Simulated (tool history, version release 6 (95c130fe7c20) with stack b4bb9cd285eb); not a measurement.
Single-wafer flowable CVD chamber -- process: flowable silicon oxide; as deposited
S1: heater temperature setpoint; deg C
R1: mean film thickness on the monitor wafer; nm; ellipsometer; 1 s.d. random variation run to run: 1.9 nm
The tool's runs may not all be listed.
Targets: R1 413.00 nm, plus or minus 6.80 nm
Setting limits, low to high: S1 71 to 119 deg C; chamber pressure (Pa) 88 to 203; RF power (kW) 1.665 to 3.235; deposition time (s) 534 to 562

{"run": 1, "day": 0.0, "S1": 95, "chamber pressure (Pa)": 145, "RF power (kW)": 2.45, "deposition time (s)": 562, "R1": 515.41}
{"run": 2, "day": 0.271, "S1": 95, "chamber pressure (Pa)": 145, "RF power (kW)": 2.705, "deposition time (s)": 562, "R1": 514.1}
{"run": 3, "day": 0.512, "S1": 97, "chamber pressure (Pa)": 145, "RF power (kW)": 2.705, "deposition time (s)": 562, "R1": 484.99}
{"run": 4, "day": 0.792, "S1": 97, "chamber pressure (Pa)": 145, "RF power (kW)": 2.705, "deposition time (s)": 534, "R1": 458.8}
{"run": 5, "day": 1.138, "S1": 97, "chamber pressure (Pa)": 169, "RF power (kW)": 2.705, "deposition time (s)": 534, "R1": 519.3}
{"run": 6, "day": 1.504, "S1": 99, "chamber pressure (Pa)": 169, "RF power (kW)": 2.705, "deposition time (s)": 534, "R1": 490.32}
{"day": 1.746, "done": "thermocouple changed; heater temperature recalibrated"}
{"run": 7, "day": 1.746, "S1": 101, "chamber pressure (Pa)": 169, "RF power (kW)": 2.705, "deposition time (s)": 534, "R1": 531.33}
{"run": 8, "day": 1.938, "S1": 106, "chamber pressure (Pa)": 163, "RF power (kW)": 2.715, "deposition time (s)": 534, "R1": 432.99}

Which of these 5 next moves meets every target?
{"run": "A", "day": 2.129, "S1": 110, "chamber pressure (Pa)": 177, "RF power (kW)": 2.84, "deposition time (s)": 555, "R1": "?"}
{"run": "B", "day": 2.129, "S1": 105, "chamber pressure (Pa)": 173, "RF power (kW)": 2.315, "deposition time (s)": 534, "R1": "?"}
{"run": "C", "day": 2.129, "S1": 108, "chamber pressure (Pa)": 165, "RF power (kW)": 2.52, "deposition time (s)": 538, "R1": "?"}
{"run": "D", "day": 2.129, "S1": 106, "chamber pressure (Pa)": 159, "RF power (kW)": 2.755, "deposition time (s)": 539, "R1": "?"}
{"run": "E", "day": 2.129, "S1": 108, "chamber pressure (Pa)": 157, "RF power (kW)": 2.7, "deposition time (s)": 538, "R1": "?"}

move=A R1=429.45
move=B R1=467.44
move=C R1=413.83
move=D R1=431.90
move=E R1=399.91
A: closes in on the targets versus the last run, not all within tolerance yet
B: further off than the last run
C: each result inside its tolerance
D: closes in on the targets versus the last run, not all within tolerance yet
E: takes the result that was furthest off past its target
C meets every target.
